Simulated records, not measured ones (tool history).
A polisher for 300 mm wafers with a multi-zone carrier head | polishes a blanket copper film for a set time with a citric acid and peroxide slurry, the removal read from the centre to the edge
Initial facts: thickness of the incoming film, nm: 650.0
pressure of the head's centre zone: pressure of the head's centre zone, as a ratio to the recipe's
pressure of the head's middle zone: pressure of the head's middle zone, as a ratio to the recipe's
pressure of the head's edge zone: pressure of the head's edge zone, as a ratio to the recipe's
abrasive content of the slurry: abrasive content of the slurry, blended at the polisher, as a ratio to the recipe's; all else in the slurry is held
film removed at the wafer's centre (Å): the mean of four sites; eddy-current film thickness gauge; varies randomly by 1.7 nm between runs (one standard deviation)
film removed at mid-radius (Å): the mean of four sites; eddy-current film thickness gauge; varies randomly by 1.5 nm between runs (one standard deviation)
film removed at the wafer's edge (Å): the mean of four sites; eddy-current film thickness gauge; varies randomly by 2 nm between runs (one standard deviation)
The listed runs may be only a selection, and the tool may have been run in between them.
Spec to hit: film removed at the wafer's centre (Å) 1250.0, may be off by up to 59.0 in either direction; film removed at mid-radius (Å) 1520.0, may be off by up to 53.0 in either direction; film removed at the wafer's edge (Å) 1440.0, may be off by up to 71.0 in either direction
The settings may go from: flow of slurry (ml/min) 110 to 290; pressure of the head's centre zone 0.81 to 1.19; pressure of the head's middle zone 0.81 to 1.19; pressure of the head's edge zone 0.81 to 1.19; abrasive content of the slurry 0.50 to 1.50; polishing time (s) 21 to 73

| run | day | flow of slurry (ml/min) | pressure of the head's centre zone | pressure of the head's middle zone | pressure of the head's edge zone | abrasive content of the slurry | polishing time (s) | film removed at the wafer's centre (Å) | film removed at mid-radius (Å) | film removed at the wafer's edge (Å) |
|---|---|---|---|---|---|---|---|---|---|---|
| 1 | 0.000 | 185 | 1.00 | 1.00 | 1.00 | 1.00 | 47 | 1564.1 | 1618.5 | 1568.3 |
| 2 | 0.321 | 185 | 1.00 | 0.97 | 1.00 | 1.00 | 47 | 1561.3 | 1574.5 | 1529.9 |
| 3 | 0.492 | 185 | 1.00 | 0.97 | 1.00 | 1.10 | 47 | 1549.5 | 1590.0 | 1621.2 |
| 4 | 0.542 | 220 | 1.00 | 0.97 | 1.00 | 1.10 | 47 | 1625.6 | 1617.7 | 1628.5 |
| 5 | 0.838 | 220 | 0.97 | 0.97 | 1.00 | 1.10 | 47 | 1553.5 | 1654.6 | 1609.5 |
| 6 | 1.104 | 220 | 0.97 | 0.97 | 1.07 | 1.10 | 47 | 1550.7 | 1623.8 | 1690.4 |
| 7 | 1.450 | 170 | 0.87 | 0.98 | 0.97 | 0.85 | 46 | 1266.3 | 1466.2 | 1447.6 |
| 8 | 1.758 | 170 | 0.87 | 0.99 | 0.97 | 0.85 | 46 | 1248.2 | 1450.3 | 1450.6 |

Consider the 5 candidate settings below. Which is the only one whose results all fall within their allowed miss of target?
| A | 2.067 | 175 | 0.96 | 1.09 | 0.90 | 0.80 | 42 | ? | ? | ? |
| B | 2.067 | 200 | 0.89 | 1.05 | 0.94 | 0.75 | 41 | ? | ? | ? |
| C | 2.067 | 165 | 0.92 | 1.11 | 1.09 | 1.00 | 42 | ? | ? | ? |
| D | 2.067 | 145 | 0.90 | 0.88 | 1.00 | 0.90 | 50 | ? | ? | ? |
| E | 2.067 | 135 | 0.90 | 1.09 | 0.93 | 0.85 | 42 | ? | ? | ? |

| move | film removed at the wafer's centre (Å) | film removed at mid-radius (Å) | film removed at the wafer's edge (Å) |
|---|---|---|---|
| A | 1247.0 | 1440.7 | 1299.7 |
| B | 1136.8 | 1370.0 | 1294.4 |
| C | 1250.7 | 1533.9 | 1497.9 |
| D | 1371.9 | 1422.3 | 1635.9 |
| E | 1115.3 | 1385.7 | 1288.7 |
A: misses by more than the last run did
B: misses by more than the last run did
C: meets every target
D: misses by more than the last run did
E: misses by more than the last run did
Go with C: it meets all targets.

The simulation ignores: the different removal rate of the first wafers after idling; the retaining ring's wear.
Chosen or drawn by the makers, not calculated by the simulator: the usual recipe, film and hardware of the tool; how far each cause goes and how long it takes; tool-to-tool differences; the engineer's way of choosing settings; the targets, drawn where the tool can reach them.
